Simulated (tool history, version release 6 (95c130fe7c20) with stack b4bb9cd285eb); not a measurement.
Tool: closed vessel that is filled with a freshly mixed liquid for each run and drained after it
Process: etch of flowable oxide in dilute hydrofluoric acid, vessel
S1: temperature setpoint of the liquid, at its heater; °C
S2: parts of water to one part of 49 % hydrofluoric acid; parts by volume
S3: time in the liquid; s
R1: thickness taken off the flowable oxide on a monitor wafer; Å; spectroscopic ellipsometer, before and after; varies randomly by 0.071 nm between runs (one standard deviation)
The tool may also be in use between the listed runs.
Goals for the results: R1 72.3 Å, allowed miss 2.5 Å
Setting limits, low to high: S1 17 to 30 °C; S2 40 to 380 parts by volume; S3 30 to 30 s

run 1 hour=0 | S1=22 S2=210 S3=30 | R1=61.261
run 2 hour=6.6 | S1=22 S2=270 S3=30 | R1=44.976
run 3 hour=9.7 | S1=23.5 S2=260 S3=30 | R1=49.826
run 4 hour=18.4 | S1=23.5 S2=260 S3=30 | R1=50.067
run 5 hour=19.9 | S1=25.5 S2=260 S3=30 | R1=53.59
run 6 hour=21.2 | S1=26.5 S2=255 S3=30 | R1=57.456
run 7 hour=30.1 | S1=27 S2=250 S3=30 | R1=58.998
run 8 hour=34.9 | S1=30 S2=225 S3=30 | R1=76.923

Consider the 5 candidate settings below. Which is the only one whose results all fall within their allowed miss of target?
run A hour=39.7 | S1=29.5 S2=245 S3=30 | R1=?
run B hour=39.7 | S1=27.5 S2=230 S3=30 | R1=?
run C hour=39.7 | S1=25 S2=215 S3=30 | R1=?
run D hour=39.7 | S1=26 S2=205 S3=30 | R1=?
run E hour=39.7 | S1=30 S2=245 S3=30 | R1=?

move=A R1=65.575
move=B R1=66.354
move=C R1=66.038
move=D R1=72.6
move=E R1=66.684
A: takes the biggest miss from the last run beyond its target
B: takes the biggest miss from the last run beyond its target
C: takes the biggest miss from the last run beyond its target
D: hits every target within its allowed miss
E: takes the biggest miss from the last run beyond its target
Go with D: it meets all targets.

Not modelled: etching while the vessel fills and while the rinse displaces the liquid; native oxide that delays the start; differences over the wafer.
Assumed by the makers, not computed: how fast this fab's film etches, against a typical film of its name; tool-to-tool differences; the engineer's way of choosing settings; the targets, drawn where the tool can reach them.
